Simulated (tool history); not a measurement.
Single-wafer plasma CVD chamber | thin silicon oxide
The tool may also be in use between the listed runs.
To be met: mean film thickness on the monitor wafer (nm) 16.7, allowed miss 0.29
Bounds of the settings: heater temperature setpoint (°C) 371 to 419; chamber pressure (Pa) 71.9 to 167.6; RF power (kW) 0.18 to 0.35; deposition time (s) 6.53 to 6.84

| run | hour | heater temperature setpoint (°C) | chamber pressure (Pa) | RF power (kW) | deposition time (s) | mean film thickness on the monitor wafer (nm) |
|---|---|---|---|---|---|---|
| 1 | 0 | 395 | 119.7 | 0.265 | 6.84 | 14.115 |
| 2 | 3 | 405 | 119.7 | 0.265 | 6.84 | 13.687 |
| 3 | 10.4 | 412 | 119.7 | 0.265 | 6.84 | 13.937 |
| 4 | 13 | 412 | 119.7 | 0.265 | 6.84 | 13.761 |
| 5 | 15.8 | 412 | 126.9 | 0.265 | 6.84 | 14.354 |
| 6 | 19.1 | 412 | 133.6 | 0.265 | 6.84 | 14.861 |
| 7 | 27 | 412 | 139.1 | 0.265 | 6.84 | 15.19 |
| 8 | 29.6 | 412 | 144 | 0.265 | 6.84 | 15.346 |
| 9 | 31 | 412 | 149.1 | 0.265 | 6.84 | 15.686 |
| 10 | 39.2 | 412 | 152.8 | 0.265 | 6.84 | 15.829 |
| 11 | 43.3 | 412 | 152.8 | 0.265 | 6.84 | 15.957 |
| 12 | 44.4 | 412 | 155.5 | 0.265 | 6.84 | 16.084 |
| 13 | 51.2 | 412 | 157.7 | 0.265 | 6.84 | 16.125 |
| 14 | 54 | 412 | 160 | 0.265 | 6.84 | 16.341 |
| 15 | 61.5 | 412 | 161.3 | 0.265 | 6.84 | 16.321 |

4 next moves are on the table. One of them brings every result within its allowed miss. Which?
| A | 69 | 419 | 165.2 | 0.26 | 6.61 | ? |
| B | 69 | 410 | 166.8 | 0.275 | 6.74 | ? |
| C | 69 | 410 | 162.4 | 0.26 | 6.53 | ? |
| D | 69 | 407 | 160.9 | 0.25 | 6.84 | ? |

| move | mean film thickness on the monitor wafer (nm) |
|---|---|
| A | 15.894 |
| B | 16.752 |
| C | 15.649 |
| D | 16.093 |
A: further off than the last run
B: meets every target
C: further off than the last run
D: further off than the last run
Move B is the one to make.

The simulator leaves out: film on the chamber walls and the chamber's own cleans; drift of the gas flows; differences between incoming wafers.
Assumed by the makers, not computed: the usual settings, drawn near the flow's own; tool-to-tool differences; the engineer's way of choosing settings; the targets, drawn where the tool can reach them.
